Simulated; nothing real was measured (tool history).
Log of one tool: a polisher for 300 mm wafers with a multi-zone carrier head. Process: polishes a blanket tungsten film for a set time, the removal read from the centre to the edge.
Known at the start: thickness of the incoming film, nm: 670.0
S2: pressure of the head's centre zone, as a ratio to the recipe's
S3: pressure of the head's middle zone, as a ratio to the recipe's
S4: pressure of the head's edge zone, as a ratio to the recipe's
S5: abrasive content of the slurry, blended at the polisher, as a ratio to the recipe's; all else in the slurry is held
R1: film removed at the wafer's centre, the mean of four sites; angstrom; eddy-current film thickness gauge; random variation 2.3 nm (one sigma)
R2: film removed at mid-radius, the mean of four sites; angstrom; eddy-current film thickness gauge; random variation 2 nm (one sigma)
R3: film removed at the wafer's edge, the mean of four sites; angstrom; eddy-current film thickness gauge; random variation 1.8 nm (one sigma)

{"run": 1, "hour": 0.0, "flow of slurry (ml/min)": 160, "S2": 1, "S3": 1, "S4": 1, "S5": 1, "polishing time (s)": 44, "R1": 2197.4, "R2": 2077.3, "R3": 2176.3}
{"run": 2, "hour": 4.3, "flow of slurry (ml/min)": 155, "S2": 1, "S3": 0.98, "S4": 0.98, "S5": 0.95, "polishing time (s)": 44, "R1": 2154.8, "R2": 1983.8, "R3": 2097}
{"run": 3, "hour": 5.3, "flow of slurry (ml/min)": 155, "S2": 1.07, "S3": 0.98, "S4": 0.98, "S5": 0.95, "polishing time (s)": 44, "R1": 2277.3, "R2": 2011.6, "R3": 2100}
{"run": 4, "hour": 10.6, "flow of slurry (ml/min)": 150, "S2": 1.05, "S3": 0.97, "S4": 0.96, "S5": 0.9, "polishing time (s)": 44, "R1": 2234.2, "R2": 1985.8, "R3": 2073.5}
{"run": 5, "hour": 15.0, "flow of slurry (ml/min)": 150, "S2": 1.05, "S3": 0.97, "S4": 0.9, "S5": 0.9, "polishing time (s)": 44, "R1": 2170.4, "R2": 1987.6, "R3": 2015.9}
{"run": 6, "hour": 19.1, "flow of slurry (ml/min)": 145, "S2": 1.04, "S3": 0.95, "S4": 0.89, "S5": 0.85, "polishing time (s)": 44, "R1": 2097.6, "R2": 1913.6, "R3": 1967}

Forecast run 7:
{"run": 7, "hour": 22.6, "flow of slurry (ml/min)": 140, "S2": 1.04, "S3": 0.94, "S4": 0.88, "S5": 0.8, "polishing time (s)": 44, "R1": "?", "R2": "?", "R3": "?"}

R1: 2084.9 angstrom
R2: 1834.4 angstrom
R3: 1950.2 angstrom

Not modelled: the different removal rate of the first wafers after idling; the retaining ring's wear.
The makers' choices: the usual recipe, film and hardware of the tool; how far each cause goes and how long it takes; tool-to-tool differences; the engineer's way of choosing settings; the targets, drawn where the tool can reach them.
